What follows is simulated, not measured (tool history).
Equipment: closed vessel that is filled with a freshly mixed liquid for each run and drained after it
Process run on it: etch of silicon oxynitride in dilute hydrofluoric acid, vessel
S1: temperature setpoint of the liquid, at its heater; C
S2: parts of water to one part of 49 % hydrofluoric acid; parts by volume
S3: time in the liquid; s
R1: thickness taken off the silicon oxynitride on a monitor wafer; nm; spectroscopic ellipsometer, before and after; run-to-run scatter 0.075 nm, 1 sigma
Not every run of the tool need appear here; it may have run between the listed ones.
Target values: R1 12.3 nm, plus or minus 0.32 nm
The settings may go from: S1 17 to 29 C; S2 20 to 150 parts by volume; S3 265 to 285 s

{"run": 1, "day": 0.0, "S1": 21, "S2": 85, "S3": 265, "R1": 8.8867}
{"run": 2, "day": 0.108, "S1": 21, "S2": 85, "S3": 285, "R1": 9.4458}
{"run": 3, "day": 0.2, "S1": 21.5, "S2": 85, "S3": 285, "R1": 9.8813}
{"run": 4, "day": 0.317, "S1": 22, "S2": 85, "S3": 285, "R1": 10.055}
{"run": 5, "day": 0.658, "S1": 22.5, "S2": 85, "S3": 285, "R1": 10.276}
{"run": 6, "day": 0.708, "S1": 22.5, "S2": 85, "S3": 265, "R1": 9.5282}
{"run": 7, "day": 0.992, "S1": 23, "S2": 85, "S3": 265, "R1": 9.8249}
{"run": 8, "day": 1.025, "S1": 27, "S2": 85, "S3": 265, "R1": 11.733}

Exercise: of the 5 proposed moves below, exactly one satisfies all targets within the stated allowed misses. Which move is it?
{"run": "A", "day": 1.058, "S1": 25.5, "S2": 85, "S3": 270, "R1": "?"}
{"run": "B", "day": 1.058, "S1": 27, "S2": 95, "S3": 275, "R1": "?"}
{"run": "C", "day": 1.058, "S1": 26.5, "S2": 85, "S3": 285, "R1": "?"}
{"run": "D", "day": 1.058, "S1": 23.5, "S2": 75, "S3": 265, "R1": "?"}
{"run": "E", "day": 1.058, "S1": 28, "S2": 95, "S3": 270, "R1": "?"}

move=A R1=11.165
move=B R1=10.813
move=C R1=12.351
move=D R1=11.388
move=E R1=11.116
A: misses by more than the last run did
B: misses by more than the last run did
C: hits every target within its allowed miss
D: misses by more than the last run did
E: misses by more than the last run did
The move that meets every target is C.
